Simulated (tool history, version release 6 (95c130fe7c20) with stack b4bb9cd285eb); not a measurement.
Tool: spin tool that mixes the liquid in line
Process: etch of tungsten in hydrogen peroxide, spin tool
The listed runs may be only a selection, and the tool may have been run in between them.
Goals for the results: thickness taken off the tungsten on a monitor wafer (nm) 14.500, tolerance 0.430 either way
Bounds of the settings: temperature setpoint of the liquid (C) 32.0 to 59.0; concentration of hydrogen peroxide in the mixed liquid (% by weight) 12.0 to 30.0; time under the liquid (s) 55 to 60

run  hour  temperature setpoint of the liquid (C)  concentration of hydrogen peroxide in the mixed liquid (% by weight)  time under the liquid (s)  thickness taken off the tungsten on a monitor wafer (nm)
  1   0.0                                    43.0                                                                  23.0                         55                                                    38.019
  2   0.8                                    40.5                                                                  20.5                         55                                                    30.438
  3   8.6                                    40.5                                                                  24.5                         55                                                    33.421
  4  14.6                                    38.5                                                                  21.5                         55                                                    27.545
  5  18.7                                    38.5                                                                  23.5                         55                                                    28.251
  6  22.8                                    41.5                                                                  23.5                         55                                                    35.255
  7  24.8                                    39.5                                                                  21.5                         55                                                    29.161
  8  27.0                                    38.0                                                                  19.5                         55                                                    25.486
  9  30.6                                    36.5                                                                  18.0                         55                                                    22.045
 10  32.9                                    35.5                                                                  17.0                         55                                                    20.031
 11  33.6                                    34.5                                                                  16.0                         55                                                    18.051
 12  35.5                                    34.0                                                                  15.5                         55                                                    17.168

Of the 5 settings listed for the next run, only one would bring every result within its allowed miss of target. Which one?
  A  37.4                                    33.5                                                                  12.0                         55                                                         ?
  B  37.4                                    32.0                                                                  16.0                         55                                                         ?
  C  37.4                                    33.5                                                                  12.0                         60                                                         ?
  D  37.4                                    32.5                                                                  20.5                         55                                                         ?
  E  37.4                                    32.0                                                                  12.0                         55                                                         ?

move  thickness taken off the tungsten on a monitor wafer (nm)
   A                                                    14.707
   B                                                    15.331
   C                                                    16.044
   D                                                    17.957
   E                                                    13.277
A: in spec on every target
B: closes in on the targets versus the last run, not all within tolerance yet
C: closes in on the targets versus the last run, not all within tolerance yet
D: moves away from the targets compared with the last run
E: takes the biggest miss from the last run beyond its target
A meets every target.

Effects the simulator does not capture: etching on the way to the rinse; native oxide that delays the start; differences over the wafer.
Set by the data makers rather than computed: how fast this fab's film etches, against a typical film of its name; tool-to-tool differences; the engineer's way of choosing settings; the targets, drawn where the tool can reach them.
